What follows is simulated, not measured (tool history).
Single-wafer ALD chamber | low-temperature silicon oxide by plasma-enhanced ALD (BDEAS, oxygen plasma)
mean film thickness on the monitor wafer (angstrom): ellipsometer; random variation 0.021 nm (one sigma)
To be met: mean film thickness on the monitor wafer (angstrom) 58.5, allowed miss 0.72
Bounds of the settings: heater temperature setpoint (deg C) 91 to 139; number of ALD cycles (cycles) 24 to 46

run	hour	heater temperature setpoint (deg C)	number of ALD cycles (cycles)	mean film thickness on the monitor wafer (angstrom)
1	0	115	35	48.135
2	7.4	113	36	49.642
3	9	113	40	55.041
4	11	111	40	55.346
5	19.5	111	44	60.869
6	26.8	113	44	60.509
7	32.3	115	44	60.523
8	35.6	117	44	60.274
9	37.1	118	44	59.92
10	38.6	119	44	59.722
11	44.6	125	44	59.454
12	46.4	126	44	59.628
13	49.6	127	44	59.289

Which of these 5 next moves meets every target?
A	52.8	132	45	?
B	52.8	133	45	?
C	52.8	122	44	?
D	52.8	123	43	?
E	52.8	127	45	?

move	mean film thickness on the monitor wafer (angstrom)
A	60.542
B	60.44
C	60.191
D	58.726
E	61.05
A: further off than the last run
B: further off than the last run
C: further off than the last run
D: meets every target
E: further off than the last run
Move D is the one to make.

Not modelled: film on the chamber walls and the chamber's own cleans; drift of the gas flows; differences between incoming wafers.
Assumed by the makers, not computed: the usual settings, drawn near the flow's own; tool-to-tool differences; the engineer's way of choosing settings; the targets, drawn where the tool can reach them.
